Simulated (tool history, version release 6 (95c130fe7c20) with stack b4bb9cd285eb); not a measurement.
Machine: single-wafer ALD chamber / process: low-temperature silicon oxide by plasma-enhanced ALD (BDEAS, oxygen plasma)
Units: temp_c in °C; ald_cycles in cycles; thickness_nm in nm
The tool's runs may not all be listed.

run  hour  temp_c  ald_cycles  thickness_nm
  1     0     120          58        8.3789
  2   3.2     121          55        7.9167
  3   7.6     129          55        7.7588
  4  16.4     130          53        7.5122
  5  22.4     124          53        7.5471
  6  25.3     124          45        6.4513

Expected results for the next run?
  7  28.2     124          46             ?

{"run 7": {"thickness_nm": 6.608}}

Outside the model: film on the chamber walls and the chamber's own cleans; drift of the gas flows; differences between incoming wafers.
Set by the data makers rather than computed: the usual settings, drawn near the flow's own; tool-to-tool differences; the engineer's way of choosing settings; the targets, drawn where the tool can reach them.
